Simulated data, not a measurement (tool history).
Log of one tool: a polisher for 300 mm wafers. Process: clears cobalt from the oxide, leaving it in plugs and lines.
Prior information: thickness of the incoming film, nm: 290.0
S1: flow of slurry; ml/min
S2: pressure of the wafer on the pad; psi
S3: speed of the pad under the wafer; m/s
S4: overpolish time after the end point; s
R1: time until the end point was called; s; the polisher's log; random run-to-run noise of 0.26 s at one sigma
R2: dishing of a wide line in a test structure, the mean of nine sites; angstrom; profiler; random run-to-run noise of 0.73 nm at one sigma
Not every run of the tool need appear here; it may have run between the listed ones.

run	day	S1	S2	S3	S4	R1	R2
1	0.000	310	2.4	1.08	24	41.628	512.22
2	0.258	310	2.7	1.08	23	36.653	518.33
3	0.375	310	2.7	1.08	16	37.611	472.42
4	0.542	310	3.0	1.08	18	33.376	505.78
5	0.721	365	3.0	1.08	18	33.595	501.89
6	0.829	415	3.0	1.08	18	33.022	500.06
7	1.179	415	3.2	1.08	18	30.815	498.69
8	1.450	415	3.3	1.10	19	29.674	525.73
9	1.767	415	3.4	1.12	18	28.327	519.77
10	1.888	415	3.5	1.14	18	27.302	526.67

Run 11 comes next. What will it give?
11	2.129	415	3.6	1.16	18	?	?

R1: 26.193 s
R2: 519.02 angstrom

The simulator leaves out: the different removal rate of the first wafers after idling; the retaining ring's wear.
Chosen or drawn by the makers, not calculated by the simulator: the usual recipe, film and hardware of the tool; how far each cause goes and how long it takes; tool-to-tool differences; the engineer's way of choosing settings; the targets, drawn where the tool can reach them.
